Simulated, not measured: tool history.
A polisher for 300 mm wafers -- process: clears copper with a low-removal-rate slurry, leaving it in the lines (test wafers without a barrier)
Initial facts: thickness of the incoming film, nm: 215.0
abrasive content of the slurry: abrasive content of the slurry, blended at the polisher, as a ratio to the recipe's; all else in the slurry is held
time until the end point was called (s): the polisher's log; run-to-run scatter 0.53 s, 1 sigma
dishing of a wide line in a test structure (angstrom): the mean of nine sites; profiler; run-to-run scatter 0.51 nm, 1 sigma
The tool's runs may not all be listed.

run,hour,flow of slurry (ml/min),pressure of the wafer on the pad (psi),speed of the pad under the wafer (m/s),abrasive content of the slurry,overpolish time after the end point (s),time until the end point was called (s),dishing of a wide line in a test structure (angstrom)
1,0,195,2.1,0.94,1,15,90.686,240.84
2,1.7,195,2.1,0.84,1,15,101.63,210.76
3,9,195,2.3,0.84,1,16,93.816,241.86
4,11.5,195,2.3,0.84,1,21,93.32,311.3
5,13,205,2.5,0.84,1,21,84.703,339.14
6,16.1,210,2.6,0.84,1,21,80.67,356.31
7,23.3,215,2.7,0.84,1,21,77.992,358.82
8,25,215,2.8,0.84,1,21,76.137,378.76
9,31.1,220,2.9,0.86,1,21,71.377,402.34

Run 10, settings as shown, results not yet in. Your forecast:
10,34.5,225,3,0.86,1,21,?,?

time until the end point was called (s): 69.345
dishing of a wide line in a test structure (angstrom): 409.05

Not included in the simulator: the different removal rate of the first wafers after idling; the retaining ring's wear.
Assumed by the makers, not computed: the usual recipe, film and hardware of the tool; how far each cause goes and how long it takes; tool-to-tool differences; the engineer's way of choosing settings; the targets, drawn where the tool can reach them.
